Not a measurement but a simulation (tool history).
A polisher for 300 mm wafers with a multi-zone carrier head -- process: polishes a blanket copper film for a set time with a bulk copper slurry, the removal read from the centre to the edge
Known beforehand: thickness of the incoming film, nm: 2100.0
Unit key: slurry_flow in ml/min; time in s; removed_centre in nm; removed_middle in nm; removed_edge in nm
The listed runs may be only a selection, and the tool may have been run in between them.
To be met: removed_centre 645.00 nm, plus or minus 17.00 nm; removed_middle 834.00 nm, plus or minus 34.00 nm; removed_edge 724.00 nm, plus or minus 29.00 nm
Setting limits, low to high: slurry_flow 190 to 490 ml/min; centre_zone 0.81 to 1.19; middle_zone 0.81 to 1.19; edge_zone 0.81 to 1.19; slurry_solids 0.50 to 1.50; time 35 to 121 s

run    day  slurry_flow  centre_zone  middle_zone  edge_zone  slurry_solids  time  removed_centre  removed_middle  removed_edge
  1  0.000          315         1.00         1.00       1.00           1.00    78          617.38          634.70        624.63
  2  0.162          320         0.99         1.03       1.02           1.05    78          620.37          652.62        634.29
  3  0.246          320         0.97         1.06       1.02           1.10    79          625.70          684.47        644.31
  4  0.571          320         0.97         1.00       1.02           1.10    79          620.06          667.94        658.09
  5  0.771          325         0.96         1.03       1.03           1.15    79          622.61          688.93        671.23
  6  0.808          325         0.96         1.03       1.03           1.25    79          636.17          708.32        679.54
  7  1.054          330         0.95         1.05       1.04           1.30    79          647.59          730.09        692.18
  8  1.254          335         0.94         1.07       1.05           1.35    79          641.91          736.24        706.23
  9  1.383          335         0.93         1.09       1.04           1.40    79          647.78          773.64        707.24
 10  1.600          335         0.92         1.10       1.04           1.40    79          633.53          754.31        701.31
 11  1.817          340         0.91         1.12       1.04           1.40    80          640.07          767.86        705.98
 12  2.058          335         0.90         1.13       1.03           1.40    81          650.77          798.70        727.77
 13  2.229          335         0.90         1.13       1.03           1.40    81          643.60          809.29        721.56
 14  2.508          335         0.90         1.13       1.03           1.40    81          648.14          795.99        730.02

Which of these 5 next moves meets every target?
  A  2.788          255         0.88         1.17       0.97           1.50    83               ?               ?             ?
  B  2.788          305         0.81         1.03       1.02           1.35    89               ?               ?             ?
  C  2.788          365         0.90         1.02       1.10           1.25    82               ?               ?             ?
  D  2.788          315         0.97         1.11       1.07           1.35    79               ?               ?             ?
  E  2.788          370         0.94         1.06       1.06           1.45    76               ?               ?             ?

move  removed_centre  removed_middle  removed_edge
   A          638.03          827.61        719.25
   B          624.81          799.68        777.11
   C          630.97          725.29        734.72
   D          659.23          749.62        707.18
   E          637.72          722.45        698.99
A: every result within its allowed miss
B: further off than the last run
C: further off than the last run
D: further off than the last run
E: further off than the last run
The right move is A.
